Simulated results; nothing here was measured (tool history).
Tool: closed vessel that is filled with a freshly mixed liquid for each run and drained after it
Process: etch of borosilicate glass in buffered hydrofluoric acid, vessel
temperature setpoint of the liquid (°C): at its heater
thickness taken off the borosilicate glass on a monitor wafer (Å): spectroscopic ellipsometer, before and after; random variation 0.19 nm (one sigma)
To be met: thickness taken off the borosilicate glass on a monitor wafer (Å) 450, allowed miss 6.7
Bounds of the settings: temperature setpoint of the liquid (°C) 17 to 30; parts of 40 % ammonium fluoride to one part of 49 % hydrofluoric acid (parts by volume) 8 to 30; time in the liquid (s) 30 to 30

run,hour,temperature setpoint of the liquid (°C),parts of 40 % ammonium fluoride to one part of 49 % hydrofluoric acid (parts by volume),time in the liquid (s),thickness taken off the borosilicate glass on a monitor wafer (Å)
1,0,22,22.5,30,159.96
2,1.4,23,20.5,30,179.31
3,9,21.5,20.5,30,165.9
4,11,22.5,18.5,30,192.58
5,13.3,23.5,17,30,220.64
6,18.5,24.5,16,30,247.05
7,25.4,25.5,15,30,277.84
8,28.8,26,14.5,30,294.35
9,36.9,26.5,14,30,311.81
10,39.4,30,8.5,30,596.22
11,40.4,26.5,8.5,30,499.15
12,42.3,26,8.5,30,483.71
13,44.2,25,8.5,30,461.77

5 next moves are on the table. One of them brings every result within its allowed miss. Which?
A,46.1,24,8,30,?
B,46.1,24.5,8,30,?
C,46.1,28,10.5,30,?
D,46.1,25.5,8.5,30,?
E,46.1,25,9,30,?

move,thickness taken off the borosilicate glass on a monitor wafer (Å)
A,467.63
B,480.24
C,451.81
D,473.67
E,433.12
A: further off than the last run
B: further off than the last run
C: meets every target
D: further off than the last run
E: takes the result that was furthest off past its target
The right move is C.
